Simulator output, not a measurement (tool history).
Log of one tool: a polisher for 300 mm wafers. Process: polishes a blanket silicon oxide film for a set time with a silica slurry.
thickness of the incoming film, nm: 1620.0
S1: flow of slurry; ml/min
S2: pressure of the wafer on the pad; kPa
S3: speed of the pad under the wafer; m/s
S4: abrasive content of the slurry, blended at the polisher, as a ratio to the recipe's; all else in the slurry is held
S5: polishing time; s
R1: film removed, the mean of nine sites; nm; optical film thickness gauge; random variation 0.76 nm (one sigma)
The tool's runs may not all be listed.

Run 1, hour 0: S1 170 ml/min, S2 22.1 kPa, S3 1.38 m/s, S4 1, S5 66 s. Result: R1 141.22 nm.
Run 2, hour 2.8: S1 170 ml/min, S2 22.1 kPa, S3 1.68 m/s, S4 1, S5 66 s. Result: R1 162.84 nm.
Run 3, hour 6.8: S1 160 ml/min, S2 20 kPa, S3 1.68 m/s, S4 1, S5 66 s. Result: R1 144.5 nm.
Run 4, hour 15.3: S1 160 ml/min, S2 24.8 kPa, S3 1.68 m/s, S4 1, S5 66 s. Result: R1 179.55 nm.
Run 5, hour 16.6: S1 150 ml/min, S2 22.8 kPa, S3 1.68 m/s, S4 1, S5 66 s. Result: R1 164.34 nm.
Run 6, hour 21: S1 150 ml/min, S2 22.8 kPa, S3 1.68 m/s, S4 1.15, S5 66 s. Result: R1 176.86 nm.
Run 7, hour 21.6: S1 150 ml/min, S2 22.8 kPa, S3 1.68 m/s, S4 1.15, S5 66 s. Result: R1 176.52 nm.
Run 8, hour 27.3: S1 140 ml/min, S2 20.7 kPa, S3 1.68 m/s, S4 1.15, S5 66 s. Result: R1 160.45 nm.

The next listed run, before its measurement:
Run 9, hour 31: S1 135 ml/min, S2 18.6 kPa, S3 1.68 m/s, S4 1.15, S5 66 s. Result: R1 ?.

Run 9 gave R1 143.52 nm.

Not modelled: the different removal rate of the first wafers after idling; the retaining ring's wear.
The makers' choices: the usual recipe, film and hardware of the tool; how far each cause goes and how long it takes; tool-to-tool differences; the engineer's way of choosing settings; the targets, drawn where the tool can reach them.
